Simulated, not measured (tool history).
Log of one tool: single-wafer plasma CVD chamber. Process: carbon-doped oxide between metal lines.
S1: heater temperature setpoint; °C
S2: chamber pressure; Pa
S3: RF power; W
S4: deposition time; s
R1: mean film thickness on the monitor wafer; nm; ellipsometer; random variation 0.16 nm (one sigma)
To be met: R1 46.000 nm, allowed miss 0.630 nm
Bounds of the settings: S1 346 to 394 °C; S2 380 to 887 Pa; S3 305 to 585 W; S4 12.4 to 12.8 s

run 1 day=0.000 | S1=370 S2=633 S3=445 S4=12.4 | R1=52.033
run 2 day=0.250 | S1=370 S2=633 S3=480 S4=12.4 | R1=55.242
run 3 day=0.554 | S1=380 S2=633 S3=480 S4=12.4 | R1=54.528
run 4 day=0.817 | S1=381 S2=585 S3=460 S4=12.4 | R1=51.785
run 5 day=0.904 | S1=381 S2=585 S3=460 S4=12.8 | R1=53.837
run 6 day=0.925 | S1=381 S2=585 S3=510 S4=12.8 | R1=58.077
run 7 day=0.988 | S1=382 S2=537 S3=480 S4=12.8 | R1=54.685
-- day=1.258 thermocouple changed; heater temperature recalibrated
run 8 day=1.258 | S1=382 S2=537 S3=480 S4=12.8 | R1=54.933
run 9 day=1.346 | S1=383 S2=504 S3=455 S4=12.8 | R1=51.742
run 10 day=1.546 | S1=384 S2=473 S3=445 S4=12.8 | R1=50.585

5 next moves are on the table. One of them brings every result within its allowed miss. Which?
run A day=1.746 | S1=382 S2=461 S3=415 S4=12.7 | R1=?
run B day=1.746 | S1=384 S2=380 S3=415 S4=12.4 | R1=?
run C day=1.746 | S1=383 S2=433 S3=430 S4=12.6 | R1=?
run D day=1.746 | S1=385 S2=499 S3=415 S4=12.4 | R1=?
run E day=1.746 | S1=388 S2=471 S3=430 S4=12.4 | R1=?

move=A R1=46.866
move=B R1=44.878
move=C R1=47.748
move=D R1=46.052
move=E R1=47.012
A: nearer than the last run, and not there yet
B: takes the result that was furthest off past its target
C: nearer than the last run, and not there yet
D: meets every target
E: nearer than the last run, and not there yet
Move D is the one to make.

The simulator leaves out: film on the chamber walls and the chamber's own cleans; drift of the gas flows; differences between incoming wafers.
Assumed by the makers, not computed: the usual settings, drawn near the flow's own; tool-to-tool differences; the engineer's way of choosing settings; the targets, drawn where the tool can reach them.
